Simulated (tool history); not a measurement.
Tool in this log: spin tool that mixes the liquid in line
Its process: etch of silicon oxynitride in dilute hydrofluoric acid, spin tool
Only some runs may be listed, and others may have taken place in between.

run	hour	temperature setpoint of the liquid (K)	parts of water to one part of 49 % hydrofluoric acid (parts by volume)	time under the liquid (s)	thickness taken off the silicon oxynitride on a monitor wafer (nm)
1	0.0	296.15	100	315	6.9565
2	2.0	296.15	100	335	7.3813
3	5.1	298.15	100	335	8.0843
4	9.7	294.65	100	335	6.8212
5	17.5	296.65	100	335	7.6319
6	25.7	296.65	100	315	7.1274
7	28.0	300.65	90	315	9.6074
8	29.5	301.15	90	315	9.8522
9	36.5	301.65	90	315	10.0850

The next listed run, before its measurement:
10	42.4	301.65	90	315	?

thickness taken off the silicon oxynitride on a monitor wafer (nm): 10.1320
